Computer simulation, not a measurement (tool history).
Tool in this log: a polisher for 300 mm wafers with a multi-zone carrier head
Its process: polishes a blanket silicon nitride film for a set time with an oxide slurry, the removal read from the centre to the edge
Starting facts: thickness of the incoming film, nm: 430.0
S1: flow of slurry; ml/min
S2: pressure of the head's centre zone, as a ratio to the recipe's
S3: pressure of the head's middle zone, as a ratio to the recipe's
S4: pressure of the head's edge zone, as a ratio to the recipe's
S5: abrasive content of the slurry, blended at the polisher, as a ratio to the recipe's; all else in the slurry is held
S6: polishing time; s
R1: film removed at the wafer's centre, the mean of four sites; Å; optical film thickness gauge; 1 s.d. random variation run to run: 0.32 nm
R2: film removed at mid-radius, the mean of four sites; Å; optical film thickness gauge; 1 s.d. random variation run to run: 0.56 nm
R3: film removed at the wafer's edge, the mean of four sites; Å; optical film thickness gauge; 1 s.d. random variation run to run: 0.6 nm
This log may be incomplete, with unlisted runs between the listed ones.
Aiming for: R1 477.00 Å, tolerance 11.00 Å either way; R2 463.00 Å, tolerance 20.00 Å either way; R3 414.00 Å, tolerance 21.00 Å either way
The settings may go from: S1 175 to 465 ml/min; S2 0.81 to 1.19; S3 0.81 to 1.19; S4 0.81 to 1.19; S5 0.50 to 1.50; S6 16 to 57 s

run 1 hour=0.0 | S1=295 S2=1.00 S3=1.00 S4=1.00 S5=1.00 S6=36 | R1=293.92 R2=289.11 R3=284.61
run 2 hour=3.0 | S1=220 S2=1.00 S3=1.00 S4=1.00 S5=1.00 S6=36 | R1=277.31 R2=276.28 R3=277.51
run 3 hour=8.0 | S1=260 S2=1.04 S3=1.05 S4=1.04 S5=1.15 S6=37 | R1=328.47 R2=325.15 R3=319.92
run 4 hour=16.9 | S1=325 S2=1.04 S3=1.05 S4=1.04 S5=1.15 S6=37 | R1=338.21 R2=327.81 R3=329.50
run 5 hour=22.0 | S1=330 S2=1.07 S3=1.09 S4=1.02 S5=1.25 S6=38 | R1=374.33 R2=379.58 R3=354.33
run 6 hour=24.1 | S1=330 S2=1.11 S3=1.09 S4=1.02 S5=1.25 S6=38 | R1=391.03 R2=373.48 R3=343.47
run 7 hour=30.7 | S1=365 S2=1.15 S3=1.18 S4=1.12 S5=1.50 S6=39 | R1=451.51 R2=445.53 R3=397.98
run 8 hour=33.2 | S1=370 S2=1.16 S3=1.18 S4=1.12 S5=1.50 S6=39 | R1=455.59 R2=435.11 R3=395.54

5 next moves are on the table. One of them brings every result within its allowed miss. Which?
run A hour=35.7 | S1=370 S2=1.15 S3=1.16 S4=1.11 S5=1.50 S6=41 | R1=? R2=? R3=?
run B hour=35.7 | S1=370 S2=1.08 S3=1.02 S4=1.19 S5=1.50 S6=46 | R1=? R2=? R3=?
run C hour=35.7 | S1=405 S2=1.13 S3=1.06 S4=1.19 S5=1.25 S6=48 | R1=? R2=? R3=?
run D hour=35.7 | S1=325 S2=1.10 S3=0.92 S4=1.19 S5=1.50 S6=46 | R1=? R2=? R3=?
run E hour=35.7 | S1=330 S2=1.10 S3=1.03 S4=1.19 S5=1.50 S6=46 | R1=? R2=? R3=?

move=A R1=479.58 R2=465.84 R3=417.77
move=B R1=504.62 R2=470.75 R3=481.47
move=C R1=513.78 R2=471.83 R3=466.93
move=D R1=507.11 R2=428.48 R3=477.75
move=E R1=508.30 R2=469.58 R3=477.62
A: all results land within tolerance of their targets
B: pushes the last run's worst result past its target
C: pushes the last run's worst result past its target
D: pushes the last run's worst result past its target
E: pushes the last run's worst result past its target
Answer: A
